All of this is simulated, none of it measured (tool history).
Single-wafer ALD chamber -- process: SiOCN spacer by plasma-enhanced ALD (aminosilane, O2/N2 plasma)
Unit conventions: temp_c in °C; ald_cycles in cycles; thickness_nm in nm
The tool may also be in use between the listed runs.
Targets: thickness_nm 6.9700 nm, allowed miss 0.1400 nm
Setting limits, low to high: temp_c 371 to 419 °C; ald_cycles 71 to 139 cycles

run,day,temp_c,ald_cycles,thickness_nm
1,0.000,395,105,6.3675
2,0.246,395,106,6.4351
3,0.346,385,106,6.4395
4,0.662,385,101,6.1508
5,0.925,385,103,6.2588
6,1.200,381,103,6.2561
7,1.550,381,104,6.3200
8,1.883,381,105,6.3679
9,2.100,381,106,6.4360
10,2.292,381,106,6.4329
11,2.396,381,107,6.5106
12,2.746,381,108,6.5784
13,3.000,381,109,6.6287
14,3.167,381,109,6.6014
15,3.492,381,110,6.6914

Of the 5 settings listed for the next run, only one would bring every result within its allowed miss of target. Which one?
A,3.817,378,120,?
B,3.817,384,110,?
C,3.817,393,102,?
D,3.817,375,115,?
E,3.817,375,104,?

move,thickness_nm
A,7.3005
B,6.6922
C,6.2055
D,6.9963
E,6.3271
A: pushes the last run's worst result past its target
B: no nearer and no further than the last run
C: moves away from the targets compared with the last run
D: meets every target
E: moves away from the targets compared with the last run
So the answer is move D, the one that meets all the targets.
